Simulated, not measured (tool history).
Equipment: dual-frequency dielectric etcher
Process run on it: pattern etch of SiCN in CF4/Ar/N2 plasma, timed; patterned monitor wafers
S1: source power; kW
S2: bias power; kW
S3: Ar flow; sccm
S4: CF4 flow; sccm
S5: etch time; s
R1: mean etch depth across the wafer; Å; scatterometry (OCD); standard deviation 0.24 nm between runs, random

run 1 hour=0 | S1=0.44 S2=0.068 S3=116 S4=57 S5=95.5 | R1=769.18
run 2 hour=3.6 | S1=0.45 S2=0.068 S3=116 S4=57 S5=95.5 | R1=785.72
run 3 hour=6.9 | S1=0.46 S2=0.068 S3=116 S4=57 S5=95.5 | R1=797.53
run 4 hour=12.6 | S1=0.46 S2=0.068 S3=116 S4=66 S5=95.5 | R1=820.06
run 5 hour=14.2 | S1=0.46 S2=0.068 S3=107 S4=66 S5=95.5 | R1=824.57
run 6 hour=20.4 | S1=0.47 S2=0.068 S3=107 S4=66 S5=95.5 | R1=839.47
run 7 hour=29.3 | S1=0.48 S2=0.068 S3=107 S4=66 S5=95.5 | R1=855.17
run 8 hour=32.6 | S1=0.49 S2=0.068 S3=107 S4=66 S5=95.5 | R1=872.05
run 9 hour=35.2 | S1=0.5 S2=0.068 S3=107 S4=66 S5=95.5 | R1=889.21
run 10 hour=39.7 | S1=0.51 S2=0.068 S3=107 S4=66 S5=95.5 | R1=897.79

Predict the results of run 11:
run 11 hour=45.8 | S1=0.52 S2=0.068 S3=107 S4=66 S5=95.5 | R1=?

R1: 913.76 Å
